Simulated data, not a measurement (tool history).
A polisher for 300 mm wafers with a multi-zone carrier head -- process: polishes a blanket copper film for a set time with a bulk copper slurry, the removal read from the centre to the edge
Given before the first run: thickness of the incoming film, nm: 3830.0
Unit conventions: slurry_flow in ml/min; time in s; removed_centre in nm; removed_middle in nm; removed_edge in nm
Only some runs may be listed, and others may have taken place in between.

{"run": 1, "hour": 0.0, "slurry_flow": 175, "centre_zone": 1, "middle_zone": 1, "edge_zone": 1, "slurry_solids": 1, "time": 53, "removed_centre": 490.4, "removed_middle": 484.6, "removed_edge": 463.4}
{"run": 2, "hour": 1.9, "slurry_flow": 175, "centre_zone": 1, "middle_zone": 1, "edge_zone": 1.06, "slurry_solids": 1, "time": 53, "removed_centre": 493.83, "removed_middle": 485.52, "removed_edge": 481.46}
{"run": 3, "hour": 4.0, "slurry_flow": 175, "centre_zone": 1, "middle_zone": 1.05, "edge_zone": 1.06, "slurry_solids": 1, "time": 53, "removed_centre": 491.2, "removed_middle": 501.94, "removed_edge": 485.34}
{"run": 4, "hour": 12.4, "slurry_flow": 185, "centre_zone": 0.99, "middle_zone": 1.08, "edge_zone": 1.09, "slurry_solids": 1.1, "time": 53, "removed_centre": 496.79, "removed_middle": 521.03, "removed_edge": 503.04}
{"run": 5, "hour": 17.4, "slurry_flow": 190, "centre_zone": 0.98, "middle_zone": 1.1, "edge_zone": 1.11, "slurry_solids": 1.2, "time": 54, "removed_centre": 518.76, "removed_middle": 570.38, "removed_edge": 522.46}
{"run": 6, "hour": 18.4, "slurry_flow": 190, "centre_zone": 0.96, "middle_zone": 1.08, "edge_zone": 1.13, "slurry_solids": 1.25, "time": 56, "removed_centre": 525.15, "removed_middle": 576.4, "removed_edge": 553.18}
{"run": 7, "hour": 21.7, "slurry_flow": 200, "centre_zone": 0.95, "middle_zone": 1.08, "edge_zone": 1.15, "slurry_solids": 1.3, "time": 56, "removed_centre": 529.62, "removed_middle": 579.43, "removed_edge": 571.9}

Forecast run 8:
{"run": 8, "hour": 26.5, "slurry_flow": 210, "centre_zone": 0.95, "middle_zone": 1.09, "edge_zone": 1.16, "slurry_solids": 1.35, "time": 56, "removed_centre": "?", "removed_middle": "?", "removed_edge": "?"}

removed_centre: 543.34 nm
removed_middle: 602.24 nm
removed_edge: 580.49 nm
